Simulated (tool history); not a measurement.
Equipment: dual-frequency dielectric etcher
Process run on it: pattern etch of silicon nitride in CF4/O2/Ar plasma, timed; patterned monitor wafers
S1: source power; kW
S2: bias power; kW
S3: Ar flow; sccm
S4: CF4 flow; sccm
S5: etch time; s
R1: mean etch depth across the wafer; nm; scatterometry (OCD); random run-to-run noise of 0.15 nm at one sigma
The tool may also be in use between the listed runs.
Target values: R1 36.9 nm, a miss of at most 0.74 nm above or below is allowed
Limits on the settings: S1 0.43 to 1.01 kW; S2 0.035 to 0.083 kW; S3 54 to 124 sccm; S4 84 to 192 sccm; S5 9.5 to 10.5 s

{"run": 1, "hour": 0.0, "S1": 0.72, "S2": 0.059, "S3": 89, "S4": 138, "S5": 10.5, "R1": 29.072}
{"run": 2, "hour": 2.8, "S1": 0.72, "S2": 0.059, "S3": 89, "S4": 149, "S5": 10.5, "R1": 29.524}
{"run": 3, "hour": 9.6, "S1": 0.72, "S2": 0.059, "S3": 89, "S4": 149, "S5": 9.5, "R1": 26.637}
{"run": 4, "hour": 13.0, "S1": 0.77, "S2": 0.059, "S3": 89, "S4": 149, "S5": 9.5, "R1": 28.117}
{"run": 5, "hour": 19.2, "S1": 0.77, "S2": 0.059, "S3": 83, "S4": 149, "S5": 9.5, "R1": 28.425}
{"run": 6, "hour": 26.1, "S1": 0.82, "S2": 0.06, "S3": 83, "S4": 149, "S5": 9.5, "R1": 30.203}
{"run": 7, "hour": 27.8, "S1": 0.86, "S2": 0.06, "S3": 83, "S4": 149, "S5": 9.5, "R1": 31.347}
{"run": 8, "hour": 35.6, "S1": 0.89, "S2": 0.061, "S3": 83, "S4": 149, "S5": 9.5, "R1": 32.479}
{"run": 9, "hour": 44.5, "S1": 0.91, "S2": 0.061, "S3": 83, "S4": 149, "S5": 9.5, "R1": 32.944}
{"run": 10, "hour": 49.8, "S1": 0.93, "S2": 0.062, "S3": 83, "S4": 149, "S5": 9.5, "R1": 33.815}
{"run": 11, "hour": 55.7, "S1": 0.94, "S2": 0.062, "S3": 83, "S4": 149, "S5": 9.5, "R1": 34.436}
{"run": 12, "hour": 59.1, "S1": 0.95, "S2": 0.062, "S3": 83, "S4": 149, "S5": 9.5, "R1": 34.497}
{"run": 13, "hour": 66.9, "S1": 0.96, "S2": 0.062, "S3": 83, "S4": 149, "S5": 9.5, "R1": 34.861}
{"run": 14, "hour": 69.4, "S1": 0.96, "S2": 0.062, "S3": 83, "S4": 149, "S5": 9.5, "R1": 34.566}
{"run": 15, "hour": 75.8, "S1": 0.97, "S2": 0.063, "S3": 83, "S4": 149, "S5": 9.5, "R1": 35.387}
{"run": 16, "hour": 79.3, "S1": 0.98, "S2": 0.063, "S3": 83, "S4": 149, "S5": 9.5, "R1": 35.506}
{"run": 17, "hour": 80.8, "S1": 0.99, "S2": 0.063, "S3": 83, "S4": 149, "S5": 9.5, "R1": 36.105}

Exactly one of the 5 candidate moves below puts every result within its allowed miss. Which one?
{"run": "A", "hour": 82.3, "S1": 0.98, "S2": 0.058, "S3": 92, "S4": 153, "S5": 9.5, "R1": "?"}
{"run": "B", "hour": 82.3, "S1": 0.95, "S2": 0.063, "S3": 81, "S4": 168, "S5": 9.5, "R1": "?"}
{"run": "C", "hour": 82.3, "S1": 0.92, "S2": 0.067, "S3": 68, "S4": 149, "S5": 10, "R1": "?"}
{"run": "D", "hour": 82.3, "S1": 0.88, "S2": 0.063, "S3": 75, "S4": 182, "S5": 10, "R1": "?"}
{"run": "E", "hour": 82.3, "S1": 0.95, "S2": 0.066, "S3": 98, "S4": 151, "S5": 9.5, "R1": "?"}

move=A R1=34.168
move=B R1=35.032
move=C R1=36.785
move=D R1=34.969
move=E R1=34.785
A: misses by more than the last run did
B: misses by more than the last run did
C: in spec on every target
D: misses by more than the last run did
E: misses by more than the last run did
Move C is the one to make.
